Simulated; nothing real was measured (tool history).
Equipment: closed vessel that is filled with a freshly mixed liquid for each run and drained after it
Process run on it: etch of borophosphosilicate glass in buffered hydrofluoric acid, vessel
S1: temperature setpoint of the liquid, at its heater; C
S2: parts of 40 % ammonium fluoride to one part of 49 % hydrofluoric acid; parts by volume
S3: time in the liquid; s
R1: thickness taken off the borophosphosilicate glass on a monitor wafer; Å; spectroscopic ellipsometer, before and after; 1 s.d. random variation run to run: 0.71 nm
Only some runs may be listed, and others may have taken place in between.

run  hour  S1    S2  S3       R1
  1   0.0  21  13.5  90  1009.00
  2   8.6  21  13.5  90   997.86
  3  16.0  24  13.5  90  1190.70
  4  16.9  23  13.5  90  1136.70
  5  19.1  23  13.5  90  1133.20
  6  27.3  23   9.5  90  1559.70

Run 7 is up next; what results do you expect?
  7  33.5  22  10.0  90   ?

{"run 7": {"R1": 1440.0}}
